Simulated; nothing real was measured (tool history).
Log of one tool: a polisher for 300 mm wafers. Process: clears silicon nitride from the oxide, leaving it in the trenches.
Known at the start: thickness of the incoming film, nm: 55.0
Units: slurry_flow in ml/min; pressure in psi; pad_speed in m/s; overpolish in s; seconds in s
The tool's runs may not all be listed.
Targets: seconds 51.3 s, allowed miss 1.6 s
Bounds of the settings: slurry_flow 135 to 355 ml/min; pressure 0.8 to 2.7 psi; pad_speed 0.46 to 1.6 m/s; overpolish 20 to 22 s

{"run": 1, "hour": 0.0, "slurry_flow": 225, "pressure": 1.7, "pad_speed": 1.02, "overpolish": 20, "seconds": 87.308}
{"run": 2, "hour": 1.8, "slurry_flow": 225, "pressure": 1.7, "pad_speed": 1.02, "overpolish": 22, "seconds": 88.838}
{"run": 3, "hour": 5.9, "slurry_flow": 225, "pressure": 1.7, "pad_speed": 1.02, "overpolish": 22, "seconds": 87.31}
{"run": 4, "hour": 14.2, "slurry_flow": 225, "pressure": 1.8, "pad_speed": 1.02, "overpolish": 22, "seconds": 84.567}
{"run": 5, "hour": 21.2, "slurry_flow": 225, "pressure": 1.8, "pad_speed": 1.12, "overpolish": 22, "seconds": 76.21}
{"run": 6, "hour": 27.7, "slurry_flow": 255, "pressure": 1.8, "pad_speed": 1.12, "overpolish": 22, "seconds": 75.512}
{"run": 7, "hour": 32.6, "slurry_flow": 255, "pressure": 2.3, "pad_speed": 1.14, "overpolish": 22, "seconds": 58.16}
{"run": 8, "hour": 34.1, "slurry_flow": 255, "pressure": 2.4, "pad_speed": 1.14, "overpolish": 22, "seconds": 57.135}
{"run": 9, "hour": 35.7, "slurry_flow": 255, "pressure": 2.5, "pad_speed": 1.14, "overpolish": 22, "seconds": 54.597}

5 next moves are on the table. One of them brings every result within its allowed miss. Which?
{"run": "A", "hour": 37.3, "slurry_flow": 240, "pressure": 2.7, "pad_speed": 1.06, "overpolish": 21, "seconds": "?"}
{"run": "B", "hour": 37.3, "slurry_flow": 265, "pressure": 2.6, "pad_speed": 1.08, "overpolish": 21, "seconds": "?"}
{"run": "C", "hour": 37.3, "slurry_flow": 250, "pressure": 2.6, "pad_speed": 1.16, "overpolish": 22, "seconds": "?"}
{"run": "D", "hour": 37.3, "slurry_flow": 250, "pressure": 2.2, "pad_speed": 1.24, "overpolish": 20, "seconds": "?"}
{"run": "E", "hour": 37.3, "slurry_flow": 215, "pressure": 2.4, "pad_speed": 1.18, "overpolish": 22, "seconds": "?"}

move=A seconds=54.343
move=B seconds=54.678
move=C seconds=51.337
move=D seconds=56.244
move=E seconds=55.461
A: nearer than the last run, and not there yet
B: as far off as the last run
C: meets every target
D: further off than the last run
E: further off than the last run
The right move is C.
